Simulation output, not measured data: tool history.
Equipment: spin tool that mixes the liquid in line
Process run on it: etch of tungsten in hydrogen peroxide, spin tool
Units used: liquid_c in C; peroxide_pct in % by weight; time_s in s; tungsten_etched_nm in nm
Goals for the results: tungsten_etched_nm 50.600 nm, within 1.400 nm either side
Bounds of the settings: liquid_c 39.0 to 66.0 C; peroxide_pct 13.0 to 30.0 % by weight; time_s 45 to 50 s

| run | hour | liquid_c | peroxide_pct | time_s | tungsten_etched_nm |
|---|---|---|---|---|---|
| 1 | 0.0 | 55.0 | 24.0 | 45 | 83.575 |
| 2 | 2.5 | 55.0 | 19.0 | 45 | 74.882 |
| 3 | 9.6 | 62.0 | 19.0 | 45 | 111.590 |
| 4 | 18.6 | 66.0 | 19.0 | 45 | 141.480 |
| 5 | 20.6 | 63.0 | 19.0 | 45 | 118.020 |
| 6 | 25.0 | 63.0 | 19.0 | 45 | 117.630 |
| 7 | 32.3 | 60.5 | 19.0 | 45 | 102.170 |
| 8 | 37.1 | 58.5 | 19.0 | 45 | 92.777 |
|  | 38.3 | new drum of peroxide connected |
| 9 | 38.3 | 56.5 | 19.0 | 45 | 84.160 |
| 10 | 44.2 | 55.0 | 19.0 | 45 | 77.840 |
| 11 | 52.1 | 53.5 | 19.0 | 45 | 70.956 |
| 12 | 52.6 | 47.0 | 19.0 | 45 | 47.643 |
| 13 | 59.5 | 47.5 | 19.0 | 45 | 49.383 |

Which of these 4 next moves meets every target?
| A | 66.4 | 47.0 | 19.5 | 45 | ? |
| B | 66.4 | 46.0 | 17.0 | 50 | ? |
| C | 66.4 | 47.5 | 20.5 | 45 | ? |
| D | 66.4 | 48.0 | 13.5 | 50 | ? |

| move | tungsten_etched_nm |
|---|---|
| A | 48.407 |
| B | 47.178 |
| C | 51.200 |
| D | 47.618 |
A: the biggest miss grows against the last run
B: the biggest miss grows against the last run
C: each result inside its tolerance
D: the biggest miss grows against the last run
Answer: C
